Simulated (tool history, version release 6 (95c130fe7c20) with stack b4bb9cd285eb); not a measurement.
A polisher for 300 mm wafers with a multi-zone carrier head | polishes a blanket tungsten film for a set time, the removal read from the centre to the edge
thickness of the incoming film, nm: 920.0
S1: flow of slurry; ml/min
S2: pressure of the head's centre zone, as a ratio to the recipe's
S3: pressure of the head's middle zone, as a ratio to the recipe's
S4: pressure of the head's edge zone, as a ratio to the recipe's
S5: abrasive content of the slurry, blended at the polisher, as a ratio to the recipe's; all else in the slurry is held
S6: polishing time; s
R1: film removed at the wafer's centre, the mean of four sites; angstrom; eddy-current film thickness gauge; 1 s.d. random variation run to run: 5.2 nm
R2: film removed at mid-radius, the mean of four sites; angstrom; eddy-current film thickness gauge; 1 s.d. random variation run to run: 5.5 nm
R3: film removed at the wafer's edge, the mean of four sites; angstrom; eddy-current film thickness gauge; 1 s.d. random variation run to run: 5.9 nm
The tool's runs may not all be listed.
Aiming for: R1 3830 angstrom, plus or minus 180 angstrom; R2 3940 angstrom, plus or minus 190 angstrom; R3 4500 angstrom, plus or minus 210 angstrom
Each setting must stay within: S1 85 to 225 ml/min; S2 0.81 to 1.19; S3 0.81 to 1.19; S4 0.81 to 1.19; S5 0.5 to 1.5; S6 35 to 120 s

Run 1, hour 0: S1 145 ml/min, S2 1, S3 1, S4 1, S5 1, S6 77 s. Result: R1 3279.1 angstrom, R2 3348.5 angstrom, R3 3384.6 angstrom.
Run 2, hour 3.3: S1 150 ml/min, S2 0.99, S3 0.99, S4 1.03, S5 1.05, S6 78 s. Result: R1 3362.3 angstrom, R2 3469 angstrom, R3 3618.9 angstrom.
Run 3, hour 4.6: S1 150 ml/min, S2 1.04, S3 0.99, S4 1.03, S5 1.05, S6 78 s. Result: R1 3487.5 angstrom, R2 3465.7 angstrom, R3 3525.7 angstrom.
Run 4, hour 8.3: S1 150 ml/min, S2 1.04, S3 0.99, S4 0.99, S5 1.05, S6 78 s. Result: R1 3538.6 angstrom, R2 3439.3 angstrom, R3 3481.1 angstrom.
Run 5, hour 11.3: S1 155 ml/min, S2 1.03, S3 0.98, S4 1.01, S5 1.1, S6 78 s. Result: R1 3632.2 angstrom, R2 3443.9 angstrom, R3 3589.1 angstrom.
Run 6, hour 13.3: S1 160 ml/min, S2 1.01, S3 0.98, S4 1.03, S5 1.15, S6 78 s. Result: R1 3631.7 angstrom, R2 3593.7 angstrom, R3 3644.4 angstrom.
Run 7, hour 18: S1 160 ml/min, S2 1, S3 0.97, S4 1.05, S5 1.2, S6 79 s. Result: R1 3612.7 angstrom, R2 3655.9 angstrom, R3 3798.1 angstrom.
Run 8, hour 26.3: S1 165 ml/min, S2 0.99, S3 0.96, S4 1.07, S5 1.25, S6 80 s. Result: R1 3719.1 angstrom, R2 3723.7 angstrom, R3 4004.4 angstrom.
Run 9, hour 31.5: S1 165 ml/min, S2 0.99, S3 0.96, S4 1.08, S5 1.25, S6 80 s. Result: R1 3810.4 angstrom, R2 3787.9 angstrom, R3 3925.4 angstrom.
Run 10, hour 32.3: S1 165 ml/min, S2 0.97, S3 0.95, S4 1.09, S5 1.3, S6 81 s. Result: R1 3784.3 angstrom, R2 3857.7 angstrom, R3 4136.2 angstrom.
Run 11, hour 34.6: S1 165 ml/min, S2 0.96, S3 0.94, S4 1.1, S5 1.3, S6 81 s. Result: R1 3639.8 angstrom, R2 3708.8 angstrom, R3 4211.1 angstrom.

4 next moves are on the table. One of them brings every result within its allowed miss. Which?
Run A, hour 36.9: S1 170 ml/min, S2 0.93, S3 0.84, S4 1.13, S5 1.25, S6 87 s. Result: R1 ?, R2 ?, R3 ?.
Run B, hour 36.9: S1 135 ml/min, S2 0.9, S3 0.9, S4 1.03, S5 1.15, S6 95 s. Result: R1 ?, R2 ?, R3 ?.
Run C, hour 36.9: S1 170 ml/min, S2 0.82, S3 0.93, S4 1.17, S5 1.25, S6 87 s. Result: R1 ?, R2 ?, R3 ?.
Run D, hour 36.9: S1 145 ml/min, S2 0.98, S3 0.95, S4 1.13, S5 1.3, S6 74 s. Result: R1 ?, R2 ?, R3 ?.

move      R1      R2      R3
   A  3856.8  3603.3  4580.9
   B  3785.8  3869.7  4521.5
   C  3481.6  3921.5  4645.8
   D  3356.5  3334.6  3855.9
A: brings the result that was furthest off to its target, and leaves another outside
B: every result lands within tolerance
C: brings the result that was furthest off to its target, and leaves another outside
D: misses by more than the last run did
B meets every target.

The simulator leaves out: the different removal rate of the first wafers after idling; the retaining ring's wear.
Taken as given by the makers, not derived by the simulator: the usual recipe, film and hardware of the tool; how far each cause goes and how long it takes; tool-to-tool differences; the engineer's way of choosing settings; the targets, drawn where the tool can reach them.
